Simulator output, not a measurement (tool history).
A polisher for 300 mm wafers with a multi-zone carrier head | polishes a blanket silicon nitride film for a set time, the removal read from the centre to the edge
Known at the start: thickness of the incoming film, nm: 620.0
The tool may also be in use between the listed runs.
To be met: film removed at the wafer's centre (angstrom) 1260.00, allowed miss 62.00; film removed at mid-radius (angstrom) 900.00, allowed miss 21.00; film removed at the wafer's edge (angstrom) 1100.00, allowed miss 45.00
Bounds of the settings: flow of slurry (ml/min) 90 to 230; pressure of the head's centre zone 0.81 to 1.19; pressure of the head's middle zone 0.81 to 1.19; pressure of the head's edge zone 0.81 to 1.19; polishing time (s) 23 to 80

run	day	flow of slurry (ml/min)	pressure of the head's centre zone	pressure of the head's middle zone	pressure of the head's edge zone	polishing time (s)	film removed at the wafer's centre (angstrom)	film removed at mid-radius (angstrom)	film removed at the wafer's edge (angstrom)
1	0.000	150	1.00	1.00	1.00	51	816.36	768.39	837.16
2	0.121	150	1.00	1.00	1.00	61	966.71	924.69	963.54
3	0.412	175	1.00	1.00	1.00	61	984.17	940.91	1000.50
4	0.679	175	0.92	1.00	1.00	61	893.20	950.48	1011.00
5	0.908	180	0.96	0.98	1.02	61	953.54	938.08	1011.70
6	1.167	180	0.96	0.98	0.96	61	951.70	929.91	992.05
7	1.462	185	0.98	0.96	0.98	61	995.66	920.60	973.73
8	1.750	185	0.99	0.94	1.01	62	1021.60	926.54	1021.30
9	2.083	190	1.01	0.93	1.03	62	1048.80	920.60	1038.30
10	2.325	190	1.03	0.92	1.04	62	1078.80	905.03	1020.00
11	2.617	195	1.04	0.91	1.06	62	1103.90	901.57	1056.70
12	2.692	200	1.05	0.91	1.07	62	1104.90	907.57	1053.10
13	2.733	200	1.05	0.91	1.07	62	1066.10	902.19	1082.70
14	2.850	200	1.05	0.91	1.07	62	1097.90	908.30	1063.30
15	2.958	200	1.07	0.91	1.08	62	1091.60	899.28	1050.90
# day 3.017: worn pad replaced by a new one
16	3.017	200	1.08	0.90	1.08	63	1266.50	989.39	1169.00
17	3.325	200	1.08	0.89	1.07	63	1227.00	980.47	1139.60
18	3.488	200	1.09	0.88	1.07	62	1252.80	952.83	1123.10
19	3.796	200	1.09	0.87	1.07	62	1220.50	941.70	1137.60
20	4.117	205	1.10	0.87	1.08	61	1219.20	931.71	1137.90

Which of these 4 next moves meets every target?
A	4.438	170	1.17	0.91	1.06	61	?	?	?
B	4.438	175	1.15	0.84	1.00	62	?	?	?
C	4.438	180	1.03	0.89	1.06	63	?	?	?
D	4.438	210	1.09	0.86	1.14	61	?	?	?

move	film removed at the wafer's centre (angstrom)	film removed at mid-radius (angstrom)	film removed at the wafer's edge (angstrom)
A	1244.00	945.68	1113.40
B	1248.80	904.20	1104.70
C	1141.80	968.52	1158.10
D	1200.40	932.12	1183.40
A: further off than the last run
B: meets every target
C: further off than the last run
D: further off than the last run
Move B is the one to make.
